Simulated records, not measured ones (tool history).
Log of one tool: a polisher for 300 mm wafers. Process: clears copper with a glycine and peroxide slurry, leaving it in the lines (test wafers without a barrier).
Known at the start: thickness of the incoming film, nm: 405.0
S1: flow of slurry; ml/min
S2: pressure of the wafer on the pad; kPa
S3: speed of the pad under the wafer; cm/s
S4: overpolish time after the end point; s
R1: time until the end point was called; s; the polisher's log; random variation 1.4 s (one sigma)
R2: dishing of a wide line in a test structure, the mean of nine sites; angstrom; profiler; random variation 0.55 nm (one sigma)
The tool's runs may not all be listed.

{"run": 1, "hour": 0.0, "S1": 245, "S2": 18.6, "S3": 110, "S4": 14, "R1": 75.688, "R2": 413.06}
{"run": 2, "hour": 0.6, "S1": 245, "S2": 18.6, "S3": 90, "S4": 14, "R1": 87.458, "R2": 375.97}
{"run": 3, "hour": 1.3, "S1": 245, "S2": 18.6, "S3": 80, "S4": 14, "R1": 96.824, "R2": 349.74}
{"run": 4, "hour": 7.2, "S1": 200, "S2": 18.6, "S3": 80, "S4": 14, "R1": 100.18, "R2": 347.06}
{"run": 5, "hour": 13.4, "S1": 195, "S2": 17.2, "S3": 80, "S4": 15, "R1": 105.8, "R2": 363.4}
{"run": 6, "hour": 22.0, "S1": 225, "S2": 17.2, "S3": 80, "S4": 15, "R1": 101.97, "R2": 359.59}
{"run": 7, "hour": 29.7, "S1": 215, "S2": 15.9, "S3": 80, "S4": 15, "R1": 111.65, "R2": 328.96}

Forecast run 8:
{"run": 8, "hour": 38.4, "S1": 205, "S2": 15.2, "S3": 80, "S4": 16, "R1": "?", "R2": "?"}

{"run 8": {"R1": 112.68, "R2": 335.56}}
